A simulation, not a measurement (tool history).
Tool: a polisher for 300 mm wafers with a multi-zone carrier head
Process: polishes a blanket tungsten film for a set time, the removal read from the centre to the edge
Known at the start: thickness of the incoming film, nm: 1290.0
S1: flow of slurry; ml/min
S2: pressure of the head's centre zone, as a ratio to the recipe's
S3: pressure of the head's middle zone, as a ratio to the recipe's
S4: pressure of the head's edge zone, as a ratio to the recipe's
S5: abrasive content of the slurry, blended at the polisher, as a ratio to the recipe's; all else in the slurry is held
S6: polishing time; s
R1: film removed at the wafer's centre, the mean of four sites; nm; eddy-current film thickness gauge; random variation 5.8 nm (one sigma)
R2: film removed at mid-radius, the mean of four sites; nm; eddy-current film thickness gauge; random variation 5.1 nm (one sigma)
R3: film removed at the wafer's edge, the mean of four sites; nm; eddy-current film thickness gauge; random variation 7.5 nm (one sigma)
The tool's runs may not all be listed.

run 1 hour=0.0 | S1=290 S2=1.00 S3=1.00 S4=1.00 S5=1.00 S6=46 | R1=389.81 R2=372.23 R3=368.68
run 2 hour=6.0 | S1=290 S2=1.00 S3=0.93 S4=1.00 S5=1.00 S6=46 | R1=379.51 R2=354.37 R3=382.09
run 3 hour=10.6 | S1=290 S2=1.00 S3=0.93 S4=1.00 S5=1.15 S6=46 | R1=390.30 R2=371.72 R3=389.16
run 4 hour=19.4 | S1=290 S2=1.00 S3=0.93 S4=1.06 S5=1.15 S6=46 | R1=378.89 R2=367.72 R3=403.74
run 5 hour=23.0 | S1=290 S2=1.00 S3=0.93 S4=1.06 S5=1.00 S6=46 | R1=379.98 R2=356.42 R3=390.12
run 6 hour=28.9 | S1=290 S2=1.00 S3=0.92 S4=1.08 S5=1.10 S6=48 | R1=399.71 R2=377.74 R3=426.98
run 7 hour=32.8 | S1=290 S2=1.00 S3=0.92 S4=1.10 S5=1.20 S6=49 | R1=416.21 R2=392.88 R3=431.39
run 8 hour=36.0 | S1=290 S2=0.98 S3=0.91 S4=1.12 S5=1.25 S6=51 | R1=424.31 R2=412.97 R3=465.08
run 9 hour=42.3 | S1=290 S2=0.97 S3=0.90 S4=1.13 S5=1.30 S6=52 | R1=439.81 R2=424.41 R3=481.26
run 10 hour=45.0 | S1=290 S2=0.96 S3=0.90 S4=1.14 S5=1.35 S6=52 | R1=438.73 R2=413.72 R3=483.45

The next listed run, before its measurement:
run 11 hour=52.1 | S1=290 S2=0.96 S3=0.90 S4=1.14 S5=1.35 S6=52 | R1=? R2=? R3=?

R1: 435.72 nm
R2: 419.49 nm
R3: 485.17 nm
